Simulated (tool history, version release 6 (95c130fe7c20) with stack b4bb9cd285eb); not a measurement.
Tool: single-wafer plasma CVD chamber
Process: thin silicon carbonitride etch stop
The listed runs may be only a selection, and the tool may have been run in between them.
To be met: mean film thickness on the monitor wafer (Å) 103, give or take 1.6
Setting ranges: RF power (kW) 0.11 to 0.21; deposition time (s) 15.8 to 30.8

run	hour	RF power (kW)	deposition time (s)	mean film thickness on the monitor wafer (Å)
1	0	0.16	23.3	136.05
2	3.5	0.16	25.7	149.46
3	6.5	0.155	24.7	142.23
4	11.2	0.17	24.7	147.7
5	19.7	0.17	22.6	135.01
6	23.2	0.165	22.1	130.93
7	31.1	0.16	21.6	125.51
8	32.1	0.135	19.2	107.37

Which single option among these 4 for the next run brings every result within its allowed miss of target? Just one does.
A	33.1	0.145	19.9	?
B	33.1	0.14	18.3	?
C	33.1	0.145	19	?
D	33.1	0.15	19.7	?

move	mean film thickness on the monitor wafer (Å)
A	114.64
B	104.39
C	109.45
D	114.57
A: lands further from the targets than the last run did
B: meets every target
C: lands further from the targets than the last run did
D: lands further from the targets than the last run did
Move B is the one to make.
